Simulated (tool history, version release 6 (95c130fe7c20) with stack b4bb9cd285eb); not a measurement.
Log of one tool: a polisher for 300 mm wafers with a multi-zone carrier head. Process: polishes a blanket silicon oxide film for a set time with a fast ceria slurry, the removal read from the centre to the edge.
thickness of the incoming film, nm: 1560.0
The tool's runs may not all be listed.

run	hour	flow of slurry (ml/min)	pressure of the head's centre zone	pressure of the head's middle zone	pressure of the head's edge zone	polishing time (s)	film removed at the wafer's centre (angstrom)	film removed at mid-radius (angstrom)	film removed at the wafer's edge (angstrom)
1	0	180	1	1	1	29	5251.9	5397.1	5416.4
2	3.4	180	0.92	1	1	29	4827.4	5238.3	5308.6
3	4.9	180	0.92	1	0.93	29	4832.8	5376.7	5268.1
4	7.8	180	0.98	1	0.93	29	5136.8	5247.3	5257.4
5	16.4	180	0.98	1	0.99	29	5049.2	5372.9	5381.2
6	17.5	180	0.98	0.93	0.99	29	5042.7	4943.2	5397.4
7	23	180	0.99	0.95	0.96	28	4825.7	5007.2	5170.9
8	26.2	160	1.09	0.91	0.86	25	4479.8	4107.5	4226.6

The next listed run, before its measurement:
9	35.1	170	1.08	0.93	0.87	25	?	?	?

Run 9 gave film removed at the wafer's centre (angstrom) 4555.7, film removed at mid-radius (angstrom) 4258.7, film removed at the wafer's edge (angstrom) 4341.2.

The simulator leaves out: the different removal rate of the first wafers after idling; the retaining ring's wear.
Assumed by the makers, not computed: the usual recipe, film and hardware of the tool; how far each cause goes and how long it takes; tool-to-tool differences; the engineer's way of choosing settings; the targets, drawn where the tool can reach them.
